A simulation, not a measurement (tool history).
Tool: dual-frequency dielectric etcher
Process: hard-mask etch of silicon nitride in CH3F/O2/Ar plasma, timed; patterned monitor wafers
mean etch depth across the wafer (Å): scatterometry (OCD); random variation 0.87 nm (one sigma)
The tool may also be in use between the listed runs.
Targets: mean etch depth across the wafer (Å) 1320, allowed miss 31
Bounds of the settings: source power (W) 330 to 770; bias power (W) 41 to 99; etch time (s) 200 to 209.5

run	hour	source power (W)	bias power (W)	etch time (s)	mean etch depth across the wafer (Å)
1	0	550	70	200	1555.1
2	5.6	460	70	200	1399.2
3	7.7	460	81	200	1482.3
4	16.1	460	81	209.5	1548.5
5	24.3	430	79	209	1462.7
6	24.9	410	79	209	1432.1
7	27.4	410	79	209	1417.7
8	30	400	79	209	1391.6
9	33.9	390	79	209	1363.8
10	34.6	350	78	209	1261

Which of these 5 next moves meets every target?
A	35.3	360	76	205	?
B	35.3	360	74	205	?
C	35.3	380	74	200	?
D	35.3	340	81	206	?
E	35.3	390	81	200	?

move	mean etch depth across the wafer (Å)
A	1258
B	1244.1
C	1261.5
D	1244.1
E	1333.1
A: further off than the last run
B: further off than the last run
C: as far off as the last run
D: further off than the last run
E: meets every target
The right move is E.
